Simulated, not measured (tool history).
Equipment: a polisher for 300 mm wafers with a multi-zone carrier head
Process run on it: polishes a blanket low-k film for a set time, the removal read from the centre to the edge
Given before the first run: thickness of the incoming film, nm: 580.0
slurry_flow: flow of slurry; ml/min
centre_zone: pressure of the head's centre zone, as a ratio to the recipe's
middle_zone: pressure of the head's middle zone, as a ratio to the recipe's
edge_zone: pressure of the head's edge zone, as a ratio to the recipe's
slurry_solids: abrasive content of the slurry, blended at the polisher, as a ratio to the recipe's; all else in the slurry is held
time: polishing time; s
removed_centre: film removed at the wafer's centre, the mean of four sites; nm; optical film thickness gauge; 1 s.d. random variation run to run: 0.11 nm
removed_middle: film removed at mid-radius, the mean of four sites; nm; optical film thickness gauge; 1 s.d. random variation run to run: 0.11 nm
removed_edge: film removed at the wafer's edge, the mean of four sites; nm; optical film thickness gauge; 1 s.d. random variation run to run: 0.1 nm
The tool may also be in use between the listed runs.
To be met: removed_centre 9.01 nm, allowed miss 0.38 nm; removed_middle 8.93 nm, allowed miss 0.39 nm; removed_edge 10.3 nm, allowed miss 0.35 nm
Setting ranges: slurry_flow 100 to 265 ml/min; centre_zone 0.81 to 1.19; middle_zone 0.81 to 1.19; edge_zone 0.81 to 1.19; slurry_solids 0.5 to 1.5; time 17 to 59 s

| run | hour | slurry_flow | centre_zone | middle_zone | edge_zone | slurry_solids | time | removed_centre | removed_middle | removed_edge |
|---|---|---|---|---|---|---|---|---|---|---|
| 1 | 0 | 170 | 1 | 1 | 1 | 1 | 38 | 12.573 | 13.95 | 14.005 |
| 2 | 3.4 | 210 | 1 | 1 | 1 | 1 | 38 | 12.968 | 14.368 | 13.917 |
| 3 | 6.1 | 240 | 1 | 1 | 1 | 1 | 38 | 13.471 | 14.922 | 14.123 |
| 4 | 12.9 | 240 | 1 | 1 | 0.96 | 1 | 38 | 13.352 | 14.709 | 14.16 |
| 5 | 15.5 | 205 | 1 | 1 | 0.96 | 1 | 38 | 12.994 | 14.385 | 13.897 |
| 6 | 21.9 | 205 | 1 | 1 | 0.96 | 0.8 | 38 | 11.153 | 12.492 | 11.942 |
| 7 | 28.2 | 195 | 0.99 | 0.96 | 0.96 | 0.75 | 38 | 10.166 | 11.224 | 11.444 |
| 8 | 29.3 | 195 | 0.99 | 0.94 | 0.94 | 0.75 | 38 | 10.391 | 10.869 | 11.019 |
|  | 36.2 | centre zone pressure recalibrated |
| 9 | 36.2 | 185 | 0.98 | 0.92 | 0.94 | 0.75 | 38 | 10.992 | 10.429 | 10.972 |
| 10 | 44.5 | 200 | 0.88 | 0.89 | 1.04 | 0.5 | 37 | 6.497 | 6.5103 | 7.1754 |
| 11 | 45.1 | 180 | 0.92 | 0.91 | 1.07 | 0.55 | 37 | 7.3575 | 7.523 | 8.0217 |
| 12 | 45.8 | 175 | 0.92 | 0.9 | 1.06 | 0.6 | 37 | 8.2186 | 8.1933 | 8.9757 |

Which single option among these 5 for the next run brings every result within its allowed miss of target? Just one does.
| A | 46.5 | 145 | 0.83 | 0.97 | 1.08 | 0.9 | 27 | ? | ? | ? |
| B | 46.5 | 175 | 0.86 | 0.85 | 1.11 | 0.6 | 42 | ? | ? | ? |
| C | 46.5 | 175 | 0.83 | 0.82 | 1.02 | 0.7 | 40 | ? | ? | ? |
| D | 46.5 | 155 | 0.97 | 1.07 | 1.06 | 0.55 | 44 | ? | ? | ? |
| E | 46.5 | 150 | 0.81 | 0.98 | 1.19 | 0.8 | 32 | ? | ? | ? |

| move | removed_centre | removed_middle | removed_edge |
|---|---|---|---|
| A | 7.8289 | 8.6857 | 9.0626 |
| B | 9.1184 | 8.8846 | 10.237 |
| C | 9.8995 | 9.644 | 11.128 |
| D | 9.1818 | 9.7595 | 9.3408 |
| E | 8.4318 | 9.5864 | 10.206 |
A: gains on the last run, yet a result remains outside its allowed miss
B: all results land within tolerance of their targets
C: carries the result that was furthest off beyond its target, to the other side
D: gains on the last run, yet a result remains outside its allowed miss
E: meets the target for the result that was furthest off, but another lies outside its allowed miss
Move B is the one to make.
